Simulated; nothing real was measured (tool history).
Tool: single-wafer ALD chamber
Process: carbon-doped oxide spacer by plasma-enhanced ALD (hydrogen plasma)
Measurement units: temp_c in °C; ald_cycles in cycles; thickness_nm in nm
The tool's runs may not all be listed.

Run 1, hour 0.0: temp_c 405 °C, ald_cycles 422 cycles. Result: thickness_nm 22.390 nm.
Run 2, hour 8.3: temp_c 405 °C, ald_cycles 448 cycles. Result: thickness_nm 23.674 nm.
Run 3, hour 10.8: temp_c 404 °C, ald_cycles 459 cycles. Result: thickness_nm 23.980 nm.
Run 4, hour 15.3: temp_c 398 °C, ald_cycles 459 cycles. Result: thickness_nm 24.659 nm.
Run 5, hour 20.8: temp_c 404 °C, ald_cycles 459 cycles. Result: thickness_nm 24.212 nm.
Run 6, hour 29.7: temp_c 404 °C, ald_cycles 487 cycles. Result: thickness_nm 25.735 nm.
Run 7, hour 36.1: temp_c 404 °C, ald_cycles 487 cycles. Result: thickness_nm 25.833 nm.
Run 8, hour 44.7: temp_c 403 °C, ald_cycles 491 cycles. Result: thickness_nm 25.964 nm.
Run 9, hour 47.2: temp_c 402 °C, ald_cycles 494 cycles. Result: thickness_nm 26.251 nm.

What will run 10 give?
Run 10, hour 50.4: temp_c 402 °C, ald_cycles 496 cycles. Result: thickness_nm ?.

{"run 10": {"thickness_nm": 26.524}}
